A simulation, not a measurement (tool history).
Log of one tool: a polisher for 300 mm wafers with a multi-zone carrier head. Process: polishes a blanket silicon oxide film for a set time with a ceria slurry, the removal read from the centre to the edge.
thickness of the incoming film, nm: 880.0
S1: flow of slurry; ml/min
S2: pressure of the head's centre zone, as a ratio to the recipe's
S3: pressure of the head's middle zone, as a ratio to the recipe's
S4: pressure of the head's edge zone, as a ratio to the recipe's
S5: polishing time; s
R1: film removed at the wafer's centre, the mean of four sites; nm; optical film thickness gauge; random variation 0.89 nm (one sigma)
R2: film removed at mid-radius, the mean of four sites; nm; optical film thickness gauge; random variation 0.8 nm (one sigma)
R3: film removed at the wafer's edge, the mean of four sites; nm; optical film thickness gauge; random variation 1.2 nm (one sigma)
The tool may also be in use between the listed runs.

run 1 hour=0 | S1=290 S2=1 S3=1 S4=1 S5=42 | R1=247.97 R2=249.71 R3=248.07
run 2 hour=1.9 | S1=290 S2=1 S3=1 S4=0.94 S5=42 | R1=251.19 R2=254.08 R3=239.16
run 3 hour=3.6 | S1=290 S2=1 S3=1 S4=0.94 S5=47 | R1=280.51 R2=281.14 R3=269.68
run 4 hour=10.6 | S1=290 S2=1 S3=0.97 S4=0.94 S5=47 | R1=282.92 R2=275.93 R3=269.26
run 5 hour=19.2 | S1=255 S2=1 S3=0.92 S4=0.92 S5=38 | R1=222.79 R2=207.14 R3=213.16
run 6 hour=27.3 | S1=310 S2=1 S3=0.92 S4=0.92 S5=38 | R1=231.16 R2=212.45 R3=219.29
run 7 hour=30.1 | S1=270 S2=1.02 S3=0.89 S4=0.89 S5=32 | R1=193.76 R2=170.67 R3=175.91
run 8 hour=39 | S1=250 S2=1.03 S3=0.87 S4=0.88 S5=29 | R1=174.87 R2=152.15 R3=157.38

Run 9 comes next. What will it give?
run 9 hour=43.8 | S1=205 S2=1.11 S3=0.81 S4=0.88 S5=20 | R1=? R2=? R3=?

{"run 9": {"R1": 126.79, "R2": 96.185, "R3": 109.23}}
